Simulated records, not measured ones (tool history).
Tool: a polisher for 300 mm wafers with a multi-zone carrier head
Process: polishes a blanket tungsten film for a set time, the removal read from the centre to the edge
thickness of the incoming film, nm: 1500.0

run  hour  flow of slurry (ml/min)  pressure of the head's centre zone  pressure of the head's middle zone  pressure of the head's edge zone  abrasive content of the slurry  polishing time (s)  film removed at the wafer's centre (nm)  film removed at mid-radius (nm)  film removed at the wafer's edge (nm)
  1   0.0                      305                                1.00                                1.00                              1.00                            1.00                  46                                   251.93                           252.99                                 250.05
  2   8.9                      305                                0.93                                1.00                              1.00                            1.00                  46                                   232.58                           257.41                                 246.60
  3  11.6                      305                                0.93                                1.07                              1.00                            1.00                  46                                   236.02                           267.22                                 247.03
  4  13.6                      300                                0.94                                1.06                              0.98                            1.00                  46                                   235.79                           267.80                                 246.17
  5  19.6                      300                                0.96                                1.05                              0.96                            0.95                  46                                   238.79                           259.87                                 240.84
  6  20.5                      295                                0.97                                1.04                              0.94                            0.95                  46                                   242.10                           259.23                                 240.04

Forecast run 7:
  7  22.2                      290                                0.98                                1.03                              0.92                            0.95                  46                                        ?                                ?                                      ?

{"run 7": {"film removed at the wafer's centre (nm)": 240.37, "film removed at mid-radius (nm)": 256.98, "film removed at the wafer's edge (nm)": 231.89}}

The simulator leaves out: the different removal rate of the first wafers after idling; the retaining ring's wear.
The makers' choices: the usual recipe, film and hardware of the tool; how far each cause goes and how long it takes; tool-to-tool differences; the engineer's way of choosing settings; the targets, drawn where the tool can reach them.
